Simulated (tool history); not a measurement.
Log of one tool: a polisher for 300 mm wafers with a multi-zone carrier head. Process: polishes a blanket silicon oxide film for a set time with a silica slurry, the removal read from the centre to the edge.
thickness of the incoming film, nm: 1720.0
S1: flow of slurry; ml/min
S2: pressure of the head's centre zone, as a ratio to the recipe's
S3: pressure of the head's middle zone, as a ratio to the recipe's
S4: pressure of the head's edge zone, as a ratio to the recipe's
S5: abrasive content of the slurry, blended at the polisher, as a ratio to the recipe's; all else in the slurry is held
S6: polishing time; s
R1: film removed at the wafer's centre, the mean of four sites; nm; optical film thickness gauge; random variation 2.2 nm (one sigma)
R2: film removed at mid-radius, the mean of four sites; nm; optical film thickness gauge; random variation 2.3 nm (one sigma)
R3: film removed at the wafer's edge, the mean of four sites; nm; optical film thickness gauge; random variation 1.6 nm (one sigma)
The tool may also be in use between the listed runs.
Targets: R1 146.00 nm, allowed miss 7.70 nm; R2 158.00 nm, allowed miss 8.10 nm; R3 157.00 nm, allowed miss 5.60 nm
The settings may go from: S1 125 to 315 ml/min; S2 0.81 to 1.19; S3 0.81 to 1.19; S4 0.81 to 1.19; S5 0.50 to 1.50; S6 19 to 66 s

{"run": 1, "hour": 0.0, "S1": 205, "S2": 1.0, "S3": 1.0, "S4": 1.0, "S5": 1.0, "S6": 42, "R1": 115.48, "R2": 110.5, "R3": 115.75}
{"run": 2, "hour": 1.5, "S1": 180, "S2": 1.0, "S3": 1.0, "S4": 1.0, "S5": 1.0, "S6": 42, "R1": 112.39, "R2": 105.74, "R3": 112.89}
{"run": 3, "hour": 2.6, "S1": 200, "S2": 1.0, "S3": 1.03, "S4": 1.04, "S5": 1.1, "S6": 42, "R1": 116.97, "R2": 115.25, "R3": 118.67}
{"run": 4, "hour": 6.1, "S1": 215, "S2": 0.98, "S3": 1.03, "S4": 1.05, "S5": 1.2, "S6": 43, "R1": 119.06, "R2": 130.42, "R3": 126.39}
{"run": 5, "hour": 7.4, "S1": 215, "S2": 0.98, "S3": 1.03, "S4": 1.05, "S5": 1.0, "S6": 43, "R1": 115.66, "R2": 121.35, "R3": 121.92}
{"run": 6, "hour": 11.6, "S1": 255, "S2": 0.98, "S3": 1.03, "S4": 1.05, "S5": 1.0, "S6": 43, "R1": 118.71, "R2": 123.2, "R3": 121.24}
{"run": 7, "hour": 15.2, "S1": 245, "S2": 0.98, "S3": 1.02, "S4": 1.06, "S5": 1.15, "S6": 45, "R1": 132.58, "R2": 130.52, "R3": 134.94}
{"run": 8, "hour": 21.9, "S1": 250, "S2": 0.97, "S3": 1.03, "S4": 1.08, "S5": 1.25, "S6": 45, "R1": 133.23, "R2": 133.68, "R3": 139.57}
{"run": 9, "hour": 27.9, "S1": 250, "S2": 0.97, "S3": 1.05, "S4": 1.09, "S5": 1.35, "S6": 45, "R1": 138.69, "R2": 143.86, "R3": 142.68}
{"run": 10, "hour": 36.3, "S1": 250, "S2": 0.96, "S3": 1.05, "S4": 1.11, "S5": 1.4, "S6": 45, "R1": 133.9, "R2": 145.67, "R3": 148.0}
{"run": 11, "hour": 40.2, "S1": 255, "S2": 0.97, "S3": 1.06, "S4": 1.12, "S5": 1.45, "S6": 45, "R1": 137.33, "R2": 148.44, "R3": 150.39}
{"run": 12, "hour": 43.7, "S1": 260, "S2": 0.97, "S3": 1.07, "S4": 1.12, "S5": 1.45, "S6": 45, "R1": 139.13, "R2": 149.9, "R3": 149.52}
{"run": 13, "hour": 46.8, "S1": 265, "S2": 0.97, "S3": 1.07, "S4": 1.13, "S5": 1.45, "S6": 45, "R1": 136.82, "R2": 151.32, "R3": 149.31}

5 next moves are on the table. One of them brings every result within its allowed miss. Which?
{"run": "A", "hour": 49.9, "S1": 205, "S2": 0.96, "S3": 1.07, "S4": 1.1, "S5": 1.5, "S6": 49, "R1": "?", "R2": "?", "R3": "?"}
{"run": "B", "hour": 49.9, "S1": 305, "S2": 1.09, "S3": 1.12, "S4": 1.07, "S5": 1.45, "S6": 44, "R1": "?", "R2": "?", "R3": "?"}
{"run": "C", "hour": 49.9, "S1": 245, "S2": 0.98, "S3": 1.02, "S4": 1.14, "S5": 1.4, "S6": 45, "R1": "?", "R2": "?", "R3": "?"}
{"run": "D", "hour": 49.9, "S1": 265, "S2": 1.08, "S3": 1.04, "S4": 1.08, "S5": 1.35, "S6": 49, "R1": "?", "R2": "?", "R3": "?"}
{"run": "E", "hour": 49.9, "S1": 275, "S2": 1.15, "S3": 1.12, "S4": 1.07, "S5": 1.5, "S6": 43, "R1": "?", "R2": "?", "R3": "?"}

move=A R1=145.97 R2=159.51 R3=162.25
move=B R1=151.69 R2=154.77 R3=147.49
move=C R1=137.02 R2=141.07 R3=151.37
move=D R1=161.08 R2=155.76 R3=159.60
move=E R1=154.63 R2=151.19 R3=144.48
A: meets every target
B: further off than the last run
C: further off than the last run
D: brings the result that was furthest off to its target, and leaves another outside
E: further off than the last run
Move A is the one to make.
